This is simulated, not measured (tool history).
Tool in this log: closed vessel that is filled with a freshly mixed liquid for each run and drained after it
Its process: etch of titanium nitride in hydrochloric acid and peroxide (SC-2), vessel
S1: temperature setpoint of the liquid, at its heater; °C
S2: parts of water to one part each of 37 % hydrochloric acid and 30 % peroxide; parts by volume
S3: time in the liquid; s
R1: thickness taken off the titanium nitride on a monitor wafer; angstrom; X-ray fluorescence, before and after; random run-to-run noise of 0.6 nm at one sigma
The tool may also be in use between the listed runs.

run  hour  S1   S2   S3       R1
  1   0.0  51  6.5  875   627.72
  2   7.3  51  5.0  875   766.81
  3  12.9  53  5.0  875   869.25
  4  20.1  56  5.0  875  1057.90
  5  22.5  56  6.5  875   881.86
  6  23.4  56  6.5  930   920.37
  7  31.6  57  6.5  930   987.88

Run 8, settings as shown, results not yet in. Your forecast:
  8  37.5  57  6.5  930   ?

R1: 983.05 angstrom

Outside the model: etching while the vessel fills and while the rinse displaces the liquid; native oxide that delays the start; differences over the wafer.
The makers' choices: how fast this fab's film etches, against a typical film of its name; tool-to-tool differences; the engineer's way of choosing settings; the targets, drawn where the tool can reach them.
